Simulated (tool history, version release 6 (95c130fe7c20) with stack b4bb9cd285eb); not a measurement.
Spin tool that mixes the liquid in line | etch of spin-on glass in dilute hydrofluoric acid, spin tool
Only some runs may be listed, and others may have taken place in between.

run,hour,temperature setpoint of the liquid (°C),parts of water to one part of 49 % hydrofluoric acid (parts by volume),time under the liquid (s),thickness taken off the spin-on glass on a monitor wafer (Å)
1,0.0,25.0,65,50,315.00
2,1.0,27.0,65,50,335.50
3,8.2,27.5,60,50,371.54
4,14.4,28.0,55,50,422.27
5,22.6,28.0,55,55,464.69
6,26.5,28.0,45,55,582.08
7,27.4,28.5,45,55,585.14

Estimate the outcome of run 8 from the log above:
8,34.8,29.0,45,55,?

{"run 8": {"thickness taken off the spin-on glass on a monitor wafer (Å)": 604.47}}
